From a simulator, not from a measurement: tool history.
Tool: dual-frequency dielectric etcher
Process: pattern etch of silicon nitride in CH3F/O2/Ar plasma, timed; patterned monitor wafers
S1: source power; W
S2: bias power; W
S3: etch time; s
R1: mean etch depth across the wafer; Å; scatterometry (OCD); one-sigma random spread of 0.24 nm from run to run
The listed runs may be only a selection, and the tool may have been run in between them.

run    day   S1  S2    S3      R1
  1      0  470  54  80.5  493.21
  2  0.062  540  54  80.5  521.97
  3  0.225  540  54  80.5  523.18
  4    0.4  540  54  80.5  521.41
  5  0.696  620  54  80.5  548.87
  6  0.862  620  63  80.5  580.56
  7  1.117  620  64  80.5  588.26

Run 8 has not been measured yet. What should we expect?
  8  1.333  620  65  80.5   ?

{"run 8": {"R1": 593.01}}
